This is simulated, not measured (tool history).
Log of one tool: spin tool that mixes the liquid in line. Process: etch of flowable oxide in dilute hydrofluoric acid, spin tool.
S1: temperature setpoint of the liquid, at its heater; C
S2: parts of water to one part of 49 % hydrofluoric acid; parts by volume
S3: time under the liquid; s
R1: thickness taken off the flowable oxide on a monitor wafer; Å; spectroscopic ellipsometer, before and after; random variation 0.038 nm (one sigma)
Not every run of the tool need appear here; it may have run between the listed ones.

run 1 hour=0 | S1=22 S2=115 S3=45 | R1=118.57
run 2 hour=7.3 | S1=21 S2=115 S3=45 | R1=115.27
run 3 hour=14.8 | S1=21 S2=115 S3=50 | R1=127.06
run 4 hour=16.6 | S1=21 S2=155 S3=50 | R1=90.376
run 5 hour=22.8 | S1=21 S2=120 S3=50 | R1=121.65
run 6 hour=31.7 | S1=23 S2=120 S3=50 | R1=130.87
run 7 hour=38.8 | S1=21.5 S2=125 S3=50 | R1=117.99
run 8 hour=42.3 | S1=20.5 S2=125 S3=50 | R1=112.94
run 9 hour=50.4 | S1=20 S2=125 S3=50 | R1=110.79
run 10 hour=54.3 | S1=19.5 S2=125 S3=50 | R1=108.84
run 11 hour=59.3 | S1=19 S2=125 S3=50 | R1=106.39
run 12 hour=66.5 | S1=18.5 S2=125 S3=50 | R1=103.8
run 13 hour=70.5 | S1=18 S2=125 S3=50 | R1=101.91

For run 14, what comes out?
run 14 hour=74.8 | S1=17.5 S2=125 S3=50 | R1=?

{"run 14": {"R1": 100.13}}
